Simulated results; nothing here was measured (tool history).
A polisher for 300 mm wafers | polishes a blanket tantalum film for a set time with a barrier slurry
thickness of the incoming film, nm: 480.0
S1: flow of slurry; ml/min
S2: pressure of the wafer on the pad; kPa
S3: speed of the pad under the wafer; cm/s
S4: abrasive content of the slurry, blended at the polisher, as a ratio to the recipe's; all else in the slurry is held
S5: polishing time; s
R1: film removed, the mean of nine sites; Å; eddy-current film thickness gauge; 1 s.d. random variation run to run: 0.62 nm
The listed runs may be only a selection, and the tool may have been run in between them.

run 1 day=0 | S1=240 S2=15.2 S3=128 S4=1 S5=55 | R1=1021.4
run 2 day=0.229 | S1=240 S2=13.1 S3=122 S4=1 S5=55 | R1=841.02
run 3 day=0.367 | S1=240 S2=11.7 S3=120 S4=1 S5=55 | R1=752.54
run 4 day=0.392 | S1=240 S2=11.7 S3=106 S4=1 S5=55 | R1=664.57
run 5 day=0.596 | S1=240 S2=13.1 S3=106 S4=1 S5=55 | R1=734.34
run 6 day=0.946 | S1=240 S2=13.1 S3=130 S4=1 S5=55 | R1=893.18
run 7 day=1.029 | S1=240 S2=11.7 S3=126 S4=1 S5=55 | R1=792.22
run 8 day=1.362 | S1=240 S2=10.3 S3=122 S4=1 S5=55 | R1=676.29
-- day=1.558 worn pad replaced by a new one
run 9 day=1.558 | S1=240 S2=9.7 S3=122 S4=1 S5=55 | R1=683.44

Expected results for the next run?
run 10 day=1.862 | S1=240 S2=9 S3=118 S4=1 S5=55 | R1=?

{"run 10": {"R1": 623.36}}
